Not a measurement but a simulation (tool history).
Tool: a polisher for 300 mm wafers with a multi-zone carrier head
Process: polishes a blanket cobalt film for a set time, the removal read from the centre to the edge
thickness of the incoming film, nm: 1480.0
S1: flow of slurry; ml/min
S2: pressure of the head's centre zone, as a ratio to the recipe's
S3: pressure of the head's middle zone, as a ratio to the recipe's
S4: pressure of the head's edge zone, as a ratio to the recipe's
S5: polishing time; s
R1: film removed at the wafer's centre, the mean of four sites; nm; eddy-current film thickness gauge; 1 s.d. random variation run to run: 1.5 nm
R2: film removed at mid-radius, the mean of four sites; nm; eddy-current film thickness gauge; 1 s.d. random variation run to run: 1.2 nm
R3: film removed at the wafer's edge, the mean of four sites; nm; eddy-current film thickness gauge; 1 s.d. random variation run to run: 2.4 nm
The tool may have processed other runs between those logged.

| run | day | S1 | S2 | S3 | S4 | S5 | R1 | R2 | R3 |
|---|---|---|---|---|---|---|---|---|---|
| 1 | 0.000 | 175 | 1.00 | 1.00 | 1.00 | 57 | 327.07 | 289.52 | 284.14 |
| 2 | 0.254 | 175 | 1.00 | 1.00 | 1.00 | 62 | 345.91 | 315.34 | 313.08 |
| 3 | 0.433 | 155 | 0.94 | 0.96 | 1.01 | 52 | 268.59 | 253.07 | 262.60 |
| 4 | 0.712 | 150 | 0.92 | 0.93 | 0.98 | 45 | 229.68 | 212.47 | 224.50 |
|  | 1.021 | centre zone pressure recalibrated |
| 5 | 1.021 | 145 | 0.90 | 0.90 | 0.94 | 41 | 185.76 | 187.69 | 199.15 |
| 6 | 1.396 | 130 | 0.90 | 0.90 | 0.94 | 41 | 181.64 | 185.99 | 198.91 |
| 7 | 1.421 | 145 | 0.94 | 0.81 | 0.86 | 30 | 142.73 | 124.95 | 138.21 |

Estimate the outcome of run 8 from the log above:
| 8 | 1.767 | 180 | 0.99 | 0.91 | 0.96 | 29 | ? | ? | ? |

R1: 146.11 nm
R2: 139.13 nm
R3: 145.33 nm
